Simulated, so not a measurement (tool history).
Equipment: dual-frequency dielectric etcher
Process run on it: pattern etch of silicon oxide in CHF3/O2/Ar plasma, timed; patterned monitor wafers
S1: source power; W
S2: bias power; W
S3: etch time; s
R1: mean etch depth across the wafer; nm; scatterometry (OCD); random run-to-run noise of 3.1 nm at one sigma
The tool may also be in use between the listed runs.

run	hour	S1	S2	S3	R1
1	0	600	216	376.5	803.24
2	6	550	204	374.5	751.23
3	12.6	510	200	374	721.7
4	19.4	510	179	374	683.42
5	26	510	142	374	587.59
6	31.8	540	143	374	600.46
7	35.3	560	144	374	611.37

For run 8, what comes out?
8	38.9	580	145	374	?

Run 8 measured R1 620.2 nm.
